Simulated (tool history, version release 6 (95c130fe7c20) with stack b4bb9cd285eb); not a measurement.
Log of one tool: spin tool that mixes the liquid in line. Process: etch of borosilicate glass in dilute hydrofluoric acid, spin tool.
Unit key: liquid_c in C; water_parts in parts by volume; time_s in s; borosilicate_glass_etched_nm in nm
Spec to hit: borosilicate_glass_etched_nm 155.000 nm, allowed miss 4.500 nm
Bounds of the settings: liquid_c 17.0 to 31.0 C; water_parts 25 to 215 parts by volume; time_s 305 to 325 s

run	hour	liquid_c	water_parts	time_s	borosilicate_glass_etched_nm
1	0.0	23.0	120	305	59.368
2	5.8	23.0	100	305	72.734
3	11.4	23.5	95	305	78.732
4	19.8	23.5	95	325	83.321
5	25.4	22.0	95	325	78.702
6	29.4	22.0	95	325	79.075
7	34.0	23.0	90	325	86.836
8	42.3	24.0	85	325	96.507
9	47.9	24.5	85	325	98.339
10	56.2	25.0	85	325	100.370
11	60.8	25.5	85	325	102.220
12	62.9	26.0	85	325	104.520
13	64.6	26.5	85	325	106.510
14	71.2	26.5	85	325	106.550
15	71.7	26.5	85	325	106.270
16	80.0	27.0	85	325	108.840
17	86.9	27.5	85	325	111.030
18	93.9	28.0	85	325	113.350
19	94.5	28.5	85	325	114.440
20	97.9	31.0	55	325	204.840
21	106.8	27.0	55	325	176.370
22	107.5	26.5	55	325	171.550
23	109.3	26.0	55	325	168.000

5 candidate next runs follow, results not yet known. Just one meets every target within its allowed miss. Identify it.
A	111.1	22.0	40	305	?
B	111.1	28.5	65	325	?
C	111.1	27.5	60	325	?
D	111.1	26.5	55	325	?
E	111.1	31.0	60	325	?

move	borosilicate_glass_etched_nm
A	187.840
B	155.060
C	162.650
D	171.700
E	186.510
A: misses by more than the last run did
B: all results in spec
C: nearer the targets than the last run, but a result is still out of spec
D: misses by more than the last run did
E: misses by more than the last run did
So the answer is move B, the one that meets all the targets.

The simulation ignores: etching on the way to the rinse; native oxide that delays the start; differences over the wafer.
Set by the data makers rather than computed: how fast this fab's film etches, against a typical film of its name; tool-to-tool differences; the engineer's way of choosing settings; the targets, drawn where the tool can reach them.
